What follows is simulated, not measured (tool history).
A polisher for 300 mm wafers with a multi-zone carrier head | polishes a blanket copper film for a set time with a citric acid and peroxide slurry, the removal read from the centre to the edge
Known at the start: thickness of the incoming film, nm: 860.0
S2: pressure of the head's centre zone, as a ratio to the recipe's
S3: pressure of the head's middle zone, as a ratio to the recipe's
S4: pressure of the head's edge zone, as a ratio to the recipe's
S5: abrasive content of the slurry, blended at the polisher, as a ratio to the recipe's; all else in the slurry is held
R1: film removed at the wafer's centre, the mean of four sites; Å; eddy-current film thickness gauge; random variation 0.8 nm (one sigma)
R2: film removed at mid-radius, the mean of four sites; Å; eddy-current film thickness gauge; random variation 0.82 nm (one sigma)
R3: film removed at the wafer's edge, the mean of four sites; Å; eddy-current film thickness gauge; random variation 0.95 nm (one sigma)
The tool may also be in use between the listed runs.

Run 1, day 0: flow of slurry (ml/min) 155, S2 1, S3 1, S4 1, S5 1, polishing time (s) 46. Result: R1 856.28 Å, R2 923.52 Å, R3 929.37 Å.
Run 2, day 0.342: flow of slurry (ml/min) 155, S2 1, S3 1, S4 1, S5 1.2, polishing time (s) 46. Result: R1 895.67 Å, R2 947.29 Å, R3 962.95 Å.
Run 3, day 0.567: flow of slurry (ml/min) 155, S2 1, S3 1, S4 1, S5 1.2, polishing time (s) 50. Result: R1 974.69 Å, R2 1020.1 Å, R3 1039.8 Å.
Run 4, day 0.738: flow of slurry (ml/min) 195, S2 1, S3 1, S4 1, S5 1.2, polishing time (s) 50. Result: R1 1010.7 Å, R2 1032.4 Å, R3 1050.2 Å.
At day 1.108: centre zone pressure recalibrated.
Run 5, day 1.108: flow of slurry (ml/min) 195, S2 1, S3 1, S4 1, S5 1.2, polishing time (s) 40. Result: R1 879.61 Å, R2 843.63 Å, R3 841.86 Å.
Run 6, day 1.467: flow of slurry (ml/min) 195, S2 0.93, S3 1, S4 1, S5 1.2, polishing time (s) 40. Result: R1 794.7 Å, R2 842.63 Å, R3 861.05 Å.
Run 7, day 1.742: flow of slurry (ml/min) 195, S2 0.94, S3 0.99, S4 0.98, S5 1.15, polishing time (s) 40. Result: R1 797.71 Å, R2 817.33 Å, R3 837.96 Å.
Run 8, day 1.942: flow of slurry (ml/min) 195, S2 0.94, S3 0.99, S4 0.96, S5 1.15, polishing time (s) 40. Result: R1 808.78 Å, R2 839.04 Å, R3 820.79 Å.
Run 9, day 2.083: flow of slurry (ml/min) 190, S2 0.94, S3 0.97, S4 0.96, S5 1.15, polishing time (s) 40. Result: R1 810.07 Å, R2 820.53 Å, R3 798.99 Å.

Forecast run 10:
Run 10, day 2.396: flow of slurry (ml/min) 165, S2 0.91, S3 0.92, S4 1.01, S5 1.15, polishing time (s) 40. Result: R1 ?, R2 ?, R3 ?.

Run 10 gave R1 767.13 Å, R2 776.23 Å, R3 825.38 Å.
